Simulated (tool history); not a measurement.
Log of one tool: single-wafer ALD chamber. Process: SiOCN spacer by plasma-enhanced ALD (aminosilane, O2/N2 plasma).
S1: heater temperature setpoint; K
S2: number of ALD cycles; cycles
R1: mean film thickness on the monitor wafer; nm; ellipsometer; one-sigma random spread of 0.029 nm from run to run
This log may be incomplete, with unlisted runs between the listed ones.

{"run": 1, "day": 0.0, "S1": 673.15, "S2": 89, "R1": 6.074}
{"run": 2, "day": 0.342, "S1": 683.15, "S2": 89, "R1": 5.9308}
{"run": 3, "day": 0.462, "S1": 683.15, "S2": 95, "R1": 6.3365}
{"run": 4, "day": 0.712, "S1": 675.15, "S2": 95, "R1": 6.48}
{"run": 5, "day": 1.046, "S1": 675.15, "S2": 87, "R1": 5.9142}
{"run": 6, "day": 1.258, "S1": 675.15, "S2": 76, "R1": 5.2008}
{"day": 1.608, "done": "thermocouple changed; heater temperature recalibrated"}
{"run": 7, "day": 1.608, "S1": 673.15, "S2": 82, "R1": 5.6601}

Run 8, settings as shown, results not yet in. Your forecast:
{"run": 8, "day": 1.692, "S1": 670.15, "S2": 86, "R1": "?"}

Run 8 measured R1 5.962 nm.

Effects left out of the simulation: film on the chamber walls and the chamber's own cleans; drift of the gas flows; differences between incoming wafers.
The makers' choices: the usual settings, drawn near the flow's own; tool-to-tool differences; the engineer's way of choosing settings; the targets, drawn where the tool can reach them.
